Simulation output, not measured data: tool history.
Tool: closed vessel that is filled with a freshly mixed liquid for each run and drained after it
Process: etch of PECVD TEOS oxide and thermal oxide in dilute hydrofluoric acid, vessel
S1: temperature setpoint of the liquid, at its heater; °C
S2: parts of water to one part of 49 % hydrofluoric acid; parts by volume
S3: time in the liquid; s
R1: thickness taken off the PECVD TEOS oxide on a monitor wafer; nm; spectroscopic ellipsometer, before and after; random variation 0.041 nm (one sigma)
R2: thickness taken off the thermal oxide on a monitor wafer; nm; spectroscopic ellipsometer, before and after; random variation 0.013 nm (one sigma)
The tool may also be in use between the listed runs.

run 1 day=0 | S1=22 S2=60 S3=120 | R1=26.528 R2=9.584
run 2 day=0.346 | S1=20.5 S2=75 S3=95 | R1=15.382 R2=5.7482
run 3 day=0.583 | S1=20.5 S2=60 S3=95 | R1=20.021 R2=7.1895
run 4 day=0.892 | S1=19.5 S2=75 S3=80 | R1=12.596 R2=4.545
run 5 day=1.029 | S1=19.5 S2=85 S3=80 | R1=10.757 R2=3.9816
-- day=1.188 hydrofluoric acid flow meter replaced
run 6 day=1.188 | S1=22 S2=85 S3=80 | R1=11.094 R2=4.1599
run 7 day=1.392 | S1=20.5 S2=90 S3=70 | R1=8.6277 R2=3.2123
run 8 day=1.454 | S1=20.5 S2=90 S3=70 | R1=8.6673 R2=3.1802

The next listed run, before its measurement:
run 9 day=1.554 | S1=20 S2=95 S3=65 | R1=? R2=?

Run 9 gave R1 7.354 nm, R2 2.6943 nm.
